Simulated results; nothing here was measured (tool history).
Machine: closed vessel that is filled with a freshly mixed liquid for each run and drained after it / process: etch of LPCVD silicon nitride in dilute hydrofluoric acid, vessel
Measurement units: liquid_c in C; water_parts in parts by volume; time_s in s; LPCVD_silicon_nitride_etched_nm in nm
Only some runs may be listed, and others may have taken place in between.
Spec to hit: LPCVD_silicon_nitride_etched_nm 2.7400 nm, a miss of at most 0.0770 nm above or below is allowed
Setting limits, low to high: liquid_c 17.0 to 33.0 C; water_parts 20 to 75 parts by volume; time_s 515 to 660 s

| run | hour | liquid_c | water_parts | time_s | LPCVD_silicon_nitride_etched_nm |
|---|---|---|---|---|---|
| 1 | 0.0 | 25.0 | 45 | 660 | 8.5882 |
| 2 | 5.8 | 25.0 | 45 | 515 | 6.5939 |
| 3 | 10.5 | 25.0 | 55 | 515 | 5.4038 |
| 4 | 18.0 | 24.0 | 55 | 515 | 5.0612 |
| 5 | 20.2 | 23.0 | 55 | 515 | 4.7713 |
| 6 | 28.1 | 23.0 | 55 | 515 | 4.6938 |
| 7 | 29.9 | 22.5 | 55 | 515 | 4.5257 |
| 8 | 36.9 | 22.0 | 55 | 515 | 4.4781 |
| 9 | 37.6 | 18.0 | 65 | 515 | 2.8667 |

Which one of the following 4 next-run settings gets every result inside its allowed miss? There is exactly one.
| A | 38.3 | 18.5 | 75 | 620 | ? |
| B | 38.3 | 17.0 | 70 | 575 | ? |
| C | 38.3 | 17.5 | 70 | 590 | ? |
| D | 38.3 | 19.0 | 75 | 575 | ? |

| move | LPCVD_silicon_nitride_etched_nm |
|---|---|
| A | 3.0627 |
| B | 2.7343 |
| C | 2.9061 |
| D | 2.9407 |
A: lands further from the targets than the last run did
B: every result lands within tolerance
C: lands further from the targets than the last run did
D: lands further from the targets than the last run did
Correct choice: B, which meets every target
